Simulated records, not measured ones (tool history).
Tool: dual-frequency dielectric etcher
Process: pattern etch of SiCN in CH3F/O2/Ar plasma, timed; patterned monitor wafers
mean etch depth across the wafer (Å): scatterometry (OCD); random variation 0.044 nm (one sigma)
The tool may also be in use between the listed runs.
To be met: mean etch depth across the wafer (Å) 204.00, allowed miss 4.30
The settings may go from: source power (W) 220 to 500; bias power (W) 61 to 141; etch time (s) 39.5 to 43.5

run,hour,source power (W),bias power (W),etch time (s),mean etch depth across the wafer (Å)
1,0.0,360,101,43.5,174.42
2,4.9,400,101,43.5,183.77
3,10.9,360,101,43.5,174.62
4,18.9,390,103,43.5,182.81
5,25.4,410,104,43.5,188.17
6,29.0,430,105,43.5,193.58
7,29.8,440,106,43.5,196.68
8,31.3,450,106,43.5,198.71

Which of these 4 next moves meets every target?
A,32.8,400,138,43.0,?
B,32.8,470,102,41.5,?
C,32.8,480,121,42.5,?
D,32.8,500,122,43.5,?

move,mean etch depth across the wafer (Å)
A,204.48
B,190.78
C,209.86
D,219.56
A: meets every target
B: further off than the last run
C: takes the result that was furthest off past its target
D: takes the result that was furthest off past its target
Answer: A
